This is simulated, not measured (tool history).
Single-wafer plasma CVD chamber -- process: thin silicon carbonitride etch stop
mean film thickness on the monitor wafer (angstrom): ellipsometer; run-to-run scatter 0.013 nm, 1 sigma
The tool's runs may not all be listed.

| run | hour | RF power (W) | deposition time (s) | mean film thickness on the monitor wafer (angstrom) |
|---|---|---|---|---|
| 1 | 0 | 215 | 7.93 | 46.259 |
| 2 | 6.9 | 225 | 8.2 | 48.427 |
| 3 | 15.1 | 200 | 8.2 | 46.89 |
| 4 | 20.6 | 200 | 7.72 | 43.898 |
| 5 | 29 | 225 | 7.72 | 45.71 |
| 6 | 32.8 | 225 | 6.65 | 39.2 |
| 7 | 36.4 | 235 | 7.15 | 42.999 |

What will run 8 give?
| 8 | 41.4 | 270 | 8.42 | ? |

{"run 8": {"mean film thickness on the monitor wafer (angstrom)": 52.913}}
